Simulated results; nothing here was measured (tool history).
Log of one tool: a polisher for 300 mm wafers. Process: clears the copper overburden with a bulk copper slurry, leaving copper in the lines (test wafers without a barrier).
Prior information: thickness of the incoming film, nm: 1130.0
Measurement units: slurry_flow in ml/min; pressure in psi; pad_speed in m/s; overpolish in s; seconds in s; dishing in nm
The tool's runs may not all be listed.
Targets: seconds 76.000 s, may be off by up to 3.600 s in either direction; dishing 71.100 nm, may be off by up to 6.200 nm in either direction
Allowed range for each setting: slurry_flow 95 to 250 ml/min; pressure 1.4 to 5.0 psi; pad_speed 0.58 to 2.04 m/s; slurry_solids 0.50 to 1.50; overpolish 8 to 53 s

Run 1, day 0.000: slurry_flow 160 ml/min, pressure 3.2 psi, pad_speed 1.30 m/s, slurry_solids 1.00, overpolish 27 s. Result: seconds 104.310 s, dishing 99.702 nm.
Run 2, day 0.350: slurry_flow 165 ml/min, pressure 3.0 psi, pad_speed 1.48 m/s, slurry_solids 1.00, overpolish 22 s. Result: seconds 94.185 s, dishing 92.146 nm.
Run 3, day 0.383: slurry_flow 165 ml/min, pressure 3.0 psi, pad_speed 1.48 m/s, slurry_solids 0.80, overpolish 22 s. Result: seconds 104.060 s, dishing 90.535 nm.
Run 4, day 0.417: slurry_flow 170 ml/min, pressure 2.8 psi, pad_speed 1.62 m/s, slurry_solids 0.80, overpolish 18 s. Result: seconds 94.905 s, dishing 81.249 nm.
Run 5, day 0.471: slurry_flow 175 ml/min, pressure 2.8 psi, pad_speed 1.68 m/s, slurry_solids 0.80, overpolish 15 s. Result: seconds 94.073 s, dishing 78.220 nm.
Run 6, day 0.529: slurry_flow 175 ml/min, pressure 2.8 psi, pad_speed 1.68 m/s, slurry_solids 0.80, overpolish 26 s. Result: seconds 94.607 s, dishing 97.339 nm.
Run 7, day 0.700: slurry_flow 175 ml/min, pressure 2.8 psi, pad_speed 1.74 m/s, slurry_solids 0.80, overpolish 21 s. Result: seconds 88.988 s, dishing 94.110 nm.
Run 8, day 0.775: slurry_flow 185 ml/min, pressure 2.7 psi, pad_speed 1.78 m/s, slurry_solids 0.85, overpolish 18 s. Result: seconds 89.933 s, dishing 87.957 nm.
Run 9, day 0.946: slurry_flow 170 ml/min, pressure 2.8 psi, pad_speed 1.80 m/s, slurry_solids 0.80, overpolish 15 s. Result: seconds 89.267 s, dishing 79.847 nm.
Run 10, day 1.242: slurry_flow 160 ml/min, pressure 2.9 psi, pad_speed 1.84 m/s, slurry_solids 0.80, overpolish 13 s. Result: seconds 84.162 s, dishing 76.918 nm.
Run 11, day 1.475: slurry_flow 155 ml/min, pressure 3.0 psi, pad_speed 1.86 m/s, slurry_solids 0.80, overpolish 12 s. Result: seconds 84.984 s, dishing 70.336 nm.
Run 12, day 1.617: slurry_flow 160 ml/min, pressure 3.1 psi, pad_speed 1.86 m/s, slurry_solids 0.80, overpolish 11 s. Result: seconds 80.710 s, dishing 73.864 nm.

Exactly one of the 5 candidate moves below puts every result within its allowed miss. Which one?
Run A, day 1.758: slurry_flow 110 ml/min, pressure 4.5 psi, pad_speed 1.98 m/s, slurry_solids 0.75, overpolish 8 s. Result: seconds ?, dishing ?.
Run B, day 1.758: slurry_flow 160 ml/min, pressure 2.8 psi, pad_speed 2.04 m/s, slurry_solids 0.85, overpolish 10 s. Result: seconds ?, dishing ?.
Run C, day 1.758: slurry_flow 155 ml/min, pressure 3.0 psi, pad_speed 1.88 m/s, slurry_solids 1.00, overpolish 8 s. Result: seconds ?, dishing ?.
Run D, day 1.758: slurry_flow 160 ml/min, pressure 2.9 psi, pad_speed 2.04 m/s, slurry_solids 0.80, overpolish 8 s. Result: seconds ?, dishing ?.
Run E, day 1.758: slurry_flow 165 ml/min, pressure 2.5 psi, pad_speed 2.04 m/s, slurry_solids 1.05, overpolish 8 s. Result: seconds ?, dishing ?.

move  seconds  dishing
   A   65.628   69.312
   B   77.049   68.776
   C   76.162   60.596
   D   76.787   60.087
   E   77.060   59.156
A: pushes the last run's worst result past its target
B: meets every target
C: brings the result that was furthest off to its target, and leaves another outside
D: brings the result that was furthest off to its target, and leaves another outside
E: brings the result that was furthest off to its target, and leaves another outside
B meets every target.

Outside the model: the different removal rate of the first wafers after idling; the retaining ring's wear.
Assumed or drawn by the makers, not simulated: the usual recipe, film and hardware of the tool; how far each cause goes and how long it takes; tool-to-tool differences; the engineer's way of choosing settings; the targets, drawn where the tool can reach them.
